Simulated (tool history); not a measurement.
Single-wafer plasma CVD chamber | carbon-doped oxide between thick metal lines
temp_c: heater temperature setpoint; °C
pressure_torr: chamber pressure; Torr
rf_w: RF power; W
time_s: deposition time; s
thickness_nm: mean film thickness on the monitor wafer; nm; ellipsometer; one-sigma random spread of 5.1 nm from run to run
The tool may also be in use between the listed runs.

run,hour,temp_c,pressure_torr,rf_w,time_s,thickness_nm
1,0.0,335,6.87,440,238,1120.0
2,6.1,335,7.42,440,238,1133.9
3,14.9,325,7.42,440,238,1172.1
4,18.9,328,7.17,430,238,1132.4
5,19.9,330,6.89,420,238,1091.8
6,20.8,330,6.89,460,238,1189.0
7,28.7,332,6.68,450,238,1155.2
8,34.8,334,6.54,440,238,1119.0
9,37.2,336,6.35,435,238,1110.1
10,38.0,337,6.30,425,238,1066.8

Run 11 is up next; what results do you expect?
11,43.5,337,6.30,425,238,?

{"run 11": {"thickness_nm": 1074.0}}
